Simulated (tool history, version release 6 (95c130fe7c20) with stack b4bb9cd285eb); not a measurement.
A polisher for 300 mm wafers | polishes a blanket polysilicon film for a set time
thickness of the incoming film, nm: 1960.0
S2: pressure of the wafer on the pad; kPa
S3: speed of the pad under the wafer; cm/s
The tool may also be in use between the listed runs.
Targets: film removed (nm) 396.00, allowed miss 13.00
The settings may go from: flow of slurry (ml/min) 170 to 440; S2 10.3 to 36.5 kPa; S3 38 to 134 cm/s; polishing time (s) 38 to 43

run 1 hour=0.0 | flow_of_slurry_(ml/min)=280 S2=23.4 S3=86 polishing_time_(s)=43 | film_removed_(nm)=309.61
run 2 hour=2.7 | flow_of_slurry_(ml/min)=315 S2=23.4 S3=86 polishing_time_(s)=43 | film_removed_(nm)=314.26
run 3 hour=10.7 | flow_of_slurry_(ml/min)=380 S2=23.4 S3=86 polishing_time_(s)=43 | film_removed_(nm)=317.11
run 4 hour=19.2 | flow_of_slurry_(ml/min)=380 S2=24.1 S3=86 polishing_time_(s)=43 | film_removed_(nm)=322.91
run 5 hour=20.8 | flow_of_slurry_(ml/min)=380 S2=24.1 S3=68 polishing_time_(s)=43 | film_removed_(nm)=261.80
run 6 hour=28.9 | flow_of_slurry_(ml/min)=380 S2=24.1 S3=68 polishing_time_(s)=43 | film_removed_(nm)=261.37
run 7 hour=33.8 | flow_of_slurry_(ml/min)=380 S2=26.2 S3=68 polishing_time_(s)=43 | film_removed_(nm)=281.93
run 8 hour=42.6 | flow_of_slurry_(ml/min)=380 S2=27.6 S3=68 polishing_time_(s)=43 | film_removed_(nm)=297.63
run 9 hour=49.3 | flow_of_slurry_(ml/min)=380 S2=34.5 S3=70 polishing_time_(s)=43 | film_removed_(nm)=376.50

Which of these 5 next moves meets every target?
run A hour=56.0 | flow_of_slurry_(ml/min)=370 S2=35.9 S3=78 polishing_time_(s)=42 | film_removed_(nm)=?
run B hour=56.0 | flow_of_slurry_(ml/min)=380 S2=31.0 S3=82 polishing_time_(s)=40 | film_removed_(nm)=?
run C hour=56.0 | flow_of_slurry_(ml/min)=375 S2=32.4 S3=74 polishing_time_(s)=40 | film_removed_(nm)=?
run D hour=56.0 | flow_of_slurry_(ml/min)=380 S2=30.3 S3=76 polishing_time_(s)=43 | film_removed_(nm)=?
run E hour=56.0 | flow_of_slurry_(ml/min)=280 S2=35.9 S3=72 polishing_time_(s)=43 | film_removed_(nm)=?

move=A film_removed_(nm)=432.04
move=B film_removed_(nm)=375.63
move=C film_removed_(nm)=354.56
move=D film_removed_(nm)=367.04
move=E film_removed_(nm)=399.45
A: takes the result that was furthest off past its target
B: as far off as the last run
C: further off than the last run
D: further off than the last run
E: meets every target
Answer: E
